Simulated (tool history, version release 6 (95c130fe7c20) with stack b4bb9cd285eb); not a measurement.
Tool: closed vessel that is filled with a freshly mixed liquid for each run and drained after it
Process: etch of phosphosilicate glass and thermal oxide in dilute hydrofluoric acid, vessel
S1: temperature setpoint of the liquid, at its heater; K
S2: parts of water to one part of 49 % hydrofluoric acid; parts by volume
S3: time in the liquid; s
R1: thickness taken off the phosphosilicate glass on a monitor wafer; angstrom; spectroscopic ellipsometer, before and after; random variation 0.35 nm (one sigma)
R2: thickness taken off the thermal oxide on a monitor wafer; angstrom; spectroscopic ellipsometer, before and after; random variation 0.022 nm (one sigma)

run 1 day=0 | S1=294.15 S2=45 S3=60 | R1=987.02 R2=58.525
run 2 day=0.046 | S1=294.15 S2=45 S3=50 | R1=811.82 R2=48.868
run 3 day=0.192 | S1=294.15 S2=55 S3=50 | R1=660.63 R2=39.697
run 4 day=0.533 | S1=294.15 S2=40 S3=50 | R1=918.24 R2=54.926
run 5 day=0.683 | S1=296.65 S2=40 S3=50 | R1=1022.9 R2=60.51
run 6 day=1.017 | S1=295.15 S2=45 S3=50 | R1=851.59 R2=50.231

Forecast run 7:
run 7 day=1.125 | S1=294.15 S2=50 S3=50 | R1=? R2=?

Run 7 gave R1 727.13 angstrom, R2 43.99 angstrom.
